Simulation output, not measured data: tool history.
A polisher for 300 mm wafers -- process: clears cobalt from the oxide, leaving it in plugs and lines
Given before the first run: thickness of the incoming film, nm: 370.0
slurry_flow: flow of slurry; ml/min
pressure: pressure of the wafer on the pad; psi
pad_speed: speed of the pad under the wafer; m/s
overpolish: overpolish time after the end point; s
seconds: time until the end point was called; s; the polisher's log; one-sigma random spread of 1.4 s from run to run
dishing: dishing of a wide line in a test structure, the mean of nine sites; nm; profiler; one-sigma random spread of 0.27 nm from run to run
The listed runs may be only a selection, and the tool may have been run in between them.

| run | hour | slurry_flow | pressure | pad_speed | overpolish | seconds | dishing |
|---|---|---|---|---|---|---|---|
| 1 | 0 | 190 | 1.2 | 1 | 19 | 89.622 | 40.818 |
| 2 | 4.9 | 190 | 1.2 | 1 | 23 | 90.941 | 44.142 |
| 3 | 10 | 190 | 1.2 | 1.24 | 23 | 74.188 | 47.442 |
| 4 | 13.9 | 190 | 1.2 | 1.24 | 31 | 77.043 | 52.038 |
| 5 | 20 | 170 | 1 | 1.3 | 24 | 89.606 | 45.108 |
| 6 | 20.9 | 205 | 1.1 | 1.1 | 19 | 89.161 | 41.939 |
| 7 | 25.5 | 180 | 1.3 | 0.9 | 15 | 90.411 | 35.673 |
|  | 26 | head pressure recalibrated |
| 8 | 26 | 160 | 1.4 | 0.76 | 12 | 105.83 | 28.509 |

Run 9 is up next; what results do you expect?
| 9 | 32.7 | 145 | 1.5 | 0.74 | 10 | ? | ? |

{"run 9": {"seconds": 100.19, "dishing": 25.302}}

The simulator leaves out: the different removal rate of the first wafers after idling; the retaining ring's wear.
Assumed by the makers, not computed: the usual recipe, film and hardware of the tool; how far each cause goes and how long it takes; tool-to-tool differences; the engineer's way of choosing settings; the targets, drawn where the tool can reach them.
